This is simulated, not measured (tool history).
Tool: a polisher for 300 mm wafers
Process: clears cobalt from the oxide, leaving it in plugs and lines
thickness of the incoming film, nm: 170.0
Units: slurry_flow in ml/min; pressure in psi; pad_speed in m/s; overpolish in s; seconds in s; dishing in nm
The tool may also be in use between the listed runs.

run 1 hour=0 | slurry_flow=275 pressure=2.3 pad_speed=1.04 overpolish=10 | seconds=33.657 dishing=33.602
run 2 hour=7.2 | slurry_flow=275 pressure=2.4 pad_speed=1.04 overpolish=11 | seconds=32.87 dishing=35.257
run 3 hour=9.5 | slurry_flow=275 pressure=2.4 pad_speed=1.04 overpolish=7 | seconds=31.958 dishing=26.287
run 4 hour=10.6 | slurry_flow=275 pressure=2.4 pad_speed=1.04 overpolish=9 | seconds=32.256 dishing=31.967
run 5 hour=13.8 | slurry_flow=305 pressure=2.4 pad_speed=1.04 overpolish=9 | seconds=32.451 dishing=32.548
run 6 hour=17.7 | slurry_flow=305 pressure=2.4 pad_speed=0.84 overpolish=9 | seconds=39.371 dishing=28.883
run 7 hour=19.5 | slurry_flow=310 pressure=2.6 pad_speed=0.86 overpolish=10 | seconds=37.704 dishing=31.014
run 8 hour=23.7 | slurry_flow=310 pressure=2.8 pad_speed=0.92 overpolish=11 | seconds=32.286 dishing=34.403
run 9 hour=28.5 | slurry_flow=310 pressure=2.9 pad_speed=0.94 overpolish=12 | seconds=31.094 dishing=37.891
run 10 hour=35 | slurry_flow=310 pressure=3.5 pad_speed=0.96 overpolish=13 | seconds=26.7 dishing=41.807

Run 11 comes next. What will it give?
run 11 hour=41.5 | slurry_flow=310 pressure=3.5 pad_speed=0.98 overpolish=13 | seconds=? dishing=?

{"run 11": {"seconds": 26.253, "dishing": 41.339}}
